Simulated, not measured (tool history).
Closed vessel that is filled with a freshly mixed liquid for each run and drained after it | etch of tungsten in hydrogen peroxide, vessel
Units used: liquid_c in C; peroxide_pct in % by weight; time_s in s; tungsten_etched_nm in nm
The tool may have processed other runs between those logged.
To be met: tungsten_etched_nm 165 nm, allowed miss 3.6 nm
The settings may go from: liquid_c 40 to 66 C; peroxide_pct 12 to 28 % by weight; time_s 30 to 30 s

run    day  liquid_c  peroxide_pct  time_s  tungsten_etched_nm
  1      0        56            19      30              83.803
  2  0.217        56            19      30              84.173
  3  0.425        56            19      30              84.953
  4  0.517        56          22.5      30              92.463
  5  0.658      58.5          22.5      30              107.14
  6  0.783        54          22.5      30              82.741
  7  1.004        62          22.5      30              131.58
  8  1.096        63          22.5      30              136.45
  9  1.283      63.5          22.5      30              141.46
 10  1.567        64          22.5      30               145.3
 11   1.75      64.5          22.5      30              150.35
 12  1.992        65          22.5      30              154.14
 13  2.108      65.5            23      30              160.07

Consider the 4 candidate settings below. Which is the only one whose results all fall within their allowed miss of target?
  A  2.225        65          23.5      30                   ?
  B  2.225      65.5          21.5      30                   ?
  C  2.225        66            23      30                   ?
  D  2.225        63          27.5      30                   ?

move  tungsten_etched_nm
   A              158.51
   B               155.9
   C              165.79
   D              153.26
A: further off than the last run
B: further off than the last run
C: meets every target
D: further off than the last run
C is the move that brings every result within its allowed miss.
